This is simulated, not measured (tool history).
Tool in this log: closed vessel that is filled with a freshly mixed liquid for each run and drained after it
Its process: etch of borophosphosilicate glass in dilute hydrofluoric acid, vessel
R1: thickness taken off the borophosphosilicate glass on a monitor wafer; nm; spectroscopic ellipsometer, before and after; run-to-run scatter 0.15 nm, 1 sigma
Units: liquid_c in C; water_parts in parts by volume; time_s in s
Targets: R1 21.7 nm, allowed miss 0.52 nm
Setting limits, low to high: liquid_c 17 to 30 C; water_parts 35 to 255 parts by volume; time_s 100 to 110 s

Run 1, day 0: liquid_c 22 C, water_parts 145 parts by volume, time_s 100 s. Result: R1 36.033 nm.
Run 2, day 0.325: liquid_c 22 C, water_parts 145 parts by volume, time_s 100 s. Result: R1 36.106 nm.
Run 3, day 0.483: liquid_c 22 C, water_parts 185 parts by volume, time_s 100 s. Result: R1 26.971 nm.
Run 4, day 0.712: liquid_c 21.5 C, water_parts 185 parts by volume, time_s 100 s. Result: R1 26.5 nm.
Run 5, day 1.033: liquid_c 21 C, water_parts 185 parts by volume, time_s 100 s. Result: R1 26.027 nm.
Run 6, day 1.125: liquid_c 21 C, water_parts 185 parts by volume, time_s 100 s. Result: R1 25.727 nm.
Run 7, day 1.221: liquid_c 20.5 C, water_parts 185 parts by volume, time_s 100 s. Result: R1 25.335 nm.
Run 8, day 1.512: liquid_c 20 C, water_parts 185 parts by volume, time_s 100 s. Result: R1 24.859 nm.
Run 9, day 1.633: liquid_c 19.5 C, water_parts 185 parts by volume, time_s 100 s. Result: R1 24.456 nm.
Run 10, day 1.958: liquid_c 19 C, water_parts 185 parts by volume, time_s 100 s. Result: R1 24.006 nm.
Run 11, day 2.308: liquid_c 19 C, water_parts 185 parts by volume, time_s 100 s. Result: R1 24.071 nm.
Run 12, day 2.367: liquid_c 18 C, water_parts 190 parts by volume, time_s 100 s. Result: R1 22.655 nm.

4 candidate next runs follow, results not yet known. Just one meets every target within its allowed miss. Identify it.
Run A, day 2.425: liquid_c 19 C, water_parts 190 parts by volume, time_s 100 s. Result: R1 ?.
Run B, day 2.425: liquid_c 17.5 C, water_parts 190 parts by volume, time_s 100 s. Result: R1 ?.
Run C, day 2.425: liquid_c 18.5 C, water_parts 205 parts by volume, time_s 100 s. Result: R1 ?.
Run D, day 2.425: liquid_c 18 C, water_parts 200 parts by volume, time_s 110 s. Result: R1 ?.

move      R1
   A  23.223
   B  21.884
   C  20.805
   D   23.11
A: moves away from the targets compared with the last run
B: in spec on every target
C: takes the biggest miss from the last run beyond its target
D: moves away from the targets compared with the last run
B meets every target.

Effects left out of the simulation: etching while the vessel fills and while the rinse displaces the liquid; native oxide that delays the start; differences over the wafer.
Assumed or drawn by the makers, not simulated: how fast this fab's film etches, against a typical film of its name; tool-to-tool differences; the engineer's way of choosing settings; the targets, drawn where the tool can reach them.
